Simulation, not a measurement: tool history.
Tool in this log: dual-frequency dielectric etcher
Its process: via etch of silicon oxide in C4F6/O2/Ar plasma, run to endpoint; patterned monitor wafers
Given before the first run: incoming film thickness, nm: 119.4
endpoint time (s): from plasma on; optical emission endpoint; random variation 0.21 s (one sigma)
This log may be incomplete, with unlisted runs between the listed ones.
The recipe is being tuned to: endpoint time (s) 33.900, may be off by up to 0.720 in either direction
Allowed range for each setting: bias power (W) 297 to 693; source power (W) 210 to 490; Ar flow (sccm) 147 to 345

Run 1, hour 0.0: bias power (W) 495, source power (W) 350, Ar flow (sccm) 246. Result: endpoint time (s) 28.458.
Run 2, hour 5.2: bias power (W) 409, source power (W) 350, Ar flow (sccm) 246. Result: endpoint time (s) 30.467.
Run 3, hour 6.6: bias power (W) 409, source power (W) 350, Ar flow (sccm) 225. Result: endpoint time (s) 29.750.
Run 4, hour 15.2: bias power (W) 381, source power (W) 330, Ar flow (sccm) 228. Result: endpoint time (s) 31.096.
Run 5, hour 19.0: bias power (W) 381, source power (W) 330, Ar flow (sccm) 265. Result: endpoint time (s) 32.216.
Run 6, hour 24.5: bias power (W) 364, source power (W) 330, Ar flow (sccm) 265. Result: endpoint time (s) 32.448.
Run 7, hour 25.0: bias power (W) 349, source power (W) 330, Ar flow (sccm) 265. Result: endpoint time (s) 32.852.
Run 8, hour 30.1: bias power (W) 339, source power (W) 330, Ar flow (sccm) 265. Result: endpoint time (s) 33.382.
Run 9, hour 33.2: bias power (W) 334, source power (W) 330, Ar flow (sccm) 265. Result: endpoint time (s) 32.943.
Run 10, hour 36.9: bias power (W) 334, source power (W) 330, Ar flow (sccm) 265. Result: endpoint time (s) 32.891.

Next run, 5 choices. One meets every target within its allowed miss, the rest don't. Which?
Run A, hour 40.6: bias power (W) 445, source power (W) 270, Ar flow (sccm) 265. Result: endpoint time (s) ?.
Run B, hour 40.6: bias power (W) 407, source power (W) 320, Ar flow (sccm) 236. Result: endpoint time (s) ?.
Run C, hour 40.6: bias power (W) 382, source power (W) 360, Ar flow (sccm) 265. Result: endpoint time (s) ?.
Run D, hour 40.6: bias power (W) 365, source power (W) 340, Ar flow (sccm) 287. Result: endpoint time (s) ?.
Run E, hour 40.6: bias power (W) 356, source power (W) 310, Ar flow (sccm) 306. Result: endpoint time (s) ?.

move  endpoint time (s)
   A             32.026
   B             30.677
   C             30.501
   D             31.878
   E             33.434
A: lands further from the targets than the last run did
B: lands further from the targets than the last run did
C: lands further from the targets than the last run did
D: lands further from the targets than the last run did
E: every result lands within tolerance
Answer: E
